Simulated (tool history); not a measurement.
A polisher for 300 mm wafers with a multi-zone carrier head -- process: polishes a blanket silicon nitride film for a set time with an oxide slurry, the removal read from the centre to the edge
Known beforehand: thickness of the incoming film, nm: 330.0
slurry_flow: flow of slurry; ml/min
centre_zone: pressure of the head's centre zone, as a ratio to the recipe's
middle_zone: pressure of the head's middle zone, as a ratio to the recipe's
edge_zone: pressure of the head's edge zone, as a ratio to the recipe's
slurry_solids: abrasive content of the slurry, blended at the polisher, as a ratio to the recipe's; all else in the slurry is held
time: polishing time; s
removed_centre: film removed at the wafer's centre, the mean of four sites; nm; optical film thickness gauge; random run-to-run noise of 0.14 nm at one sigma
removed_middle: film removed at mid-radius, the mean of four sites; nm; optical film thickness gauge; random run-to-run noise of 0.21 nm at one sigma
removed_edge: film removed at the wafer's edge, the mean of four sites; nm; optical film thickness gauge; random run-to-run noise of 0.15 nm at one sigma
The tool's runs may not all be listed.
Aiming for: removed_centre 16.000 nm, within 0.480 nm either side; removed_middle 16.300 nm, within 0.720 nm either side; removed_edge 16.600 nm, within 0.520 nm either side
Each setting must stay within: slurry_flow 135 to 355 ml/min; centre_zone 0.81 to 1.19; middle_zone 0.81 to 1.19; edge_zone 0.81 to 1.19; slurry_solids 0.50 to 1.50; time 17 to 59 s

{"run": 1, "day": 0.0, "slurry_flow": 225, "centre_zone": 1.0, "middle_zone": 1.0, "edge_zone": 1.0, "slurry_solids": 1.0, "time": 38, "removed_centre": 31.004, "removed_middle": 31.904, "removed_edge": 31.825}
{"run": 2, "day": 0.117, "slurry_flow": 225, "centre_zone": 1.0, "middle_zone": 1.0, "edge_zone": 1.0, "slurry_solids": 1.0, "time": 43, "removed_centre": 35.406, "removed_middle": 35.744, "removed_edge": 35.87}
{"run": 3, "day": 0.196, "slurry_flow": 220, "centre_zone": 0.99, "middle_zone": 0.97, "edge_zone": 0.96, "slurry_solids": 0.85, "time": 38, "removed_centre": 29.056, "removed_middle": 28.286, "removed_edge": 28.89}
{"run": 4, "day": 0.225, "slurry_flow": 220, "centre_zone": 1.03, "middle_zone": 0.97, "edge_zone": 0.96, "slurry_solids": 0.85, "time": 38, "removed_centre": 30.349, "removed_middle": 28.947, "removed_edge": 29.275}
{"run": 5, "day": 0.262, "slurry_flow": 215, "centre_zone": 0.98, "middle_zone": 0.96, "edge_zone": 0.93, "slurry_solids": 0.75, "time": 34, "removed_centre": 24.284, "removed_middle": 23.986, "removed_edge": 24.386}
{"run": 6, "day": 0.542, "slurry_flow": 210, "centre_zone": 0.96, "middle_zone": 0.95, "edge_zone": 0.9, "slurry_solids": 0.7, "time": 32, "removed_centre": 21.91, "removed_middle": 22.206, "removed_edge": 22.107}
{"run": 7, "day": 0.654, "slurry_flow": 205, "centre_zone": 0.94, "middle_zone": 0.93, "edge_zone": 0.88, "slurry_solids": 0.65, "time": 30, "removed_centre": 19.175, "removed_middle": 19.541, "removed_edge": 19.786}
{"run": 8, "day": 0.879, "slurry_flow": 205, "centre_zone": 0.93, "middle_zone": 0.92, "edge_zone": 0.86, "slurry_solids": 0.6, "time": 29, "removed_centre": 18.097, "removed_middle": 18.349, "removed_edge": 18.503}
{"run": 9, "day": 0.962, "slurry_flow": 200, "centre_zone": 0.92, "middle_zone": 0.91, "edge_zone": 0.85, "slurry_solids": 0.55, "time": 29, "removed_centre": 17.323, "removed_middle": 17.393, "removed_edge": 17.446}

Exercise: of the 5 proposed moves below, exactly one satisfies all targets within the stated allowed misses. Which move is it?
{"run": "A", "day": 1.046, "slurry_flow": 190, "centre_zone": 0.83, "middle_zone": 1.05, "edge_zone": 0.85, "slurry_solids": 0.6, "time": 27, "removed_centre": "?", "removed_middle": "?", "removed_edge": "?"}
{"run": "B", "day": 1.046, "slurry_flow": 205, "centre_zone": 0.94, "middle_zone": 0.9, "edge_zone": 0.81, "slurry_solids": 0.55, "time": 28, "removed_centre": "?", "removed_middle": "?", "removed_edge": "?"}
{"run": "C", "day": 1.046, "slurry_flow": 195, "centre_zone": 0.89, "middle_zone": 0.88, "edge_zone": 0.82, "slurry_solids": 0.55, "time": 28, "removed_centre": "?", "removed_middle": "?", "removed_edge": "?"}
{"run": "D", "day": 1.046, "slurry_flow": 220, "centre_zone": 0.92, "middle_zone": 0.85, "edge_zone": 0.87, "slurry_solids": 0.8, "time": 26, "removed_centre": "?", "removed_middle": "?", "removed_edge": "?"}
{"run": "E", "day": 1.046, "slurry_flow": 225, "centre_zone": 0.97, "middle_zone": 0.98, "edge_zone": 0.85, "slurry_solids": 0.5, "time": 26, "removed_centre": "?", "removed_middle": "?", "removed_edge": "?"}

move=A removed_centre=14.759 removed_middle=18.972 removed_edge=16.735
move=B removed_centre=16.994 removed_middle=16.942 removed_edge=16.609
move=C removed_centre=15.935 removed_middle=16.504 removed_edge=16.603
move=D removed_centre=18.057 removed_middle=17.546 removed_edge=18.560
move=E removed_centre=15.949 removed_middle=16.484 removed_edge=15.322
A: takes the result that was furthest off past its target
B: better than the last run, though not everything is in spec
C: all results in spec
D: lands further from the targets than the last run did
E: corrects the largest miss of the last run, while another result sits out of spec
The move that meets every target is C.
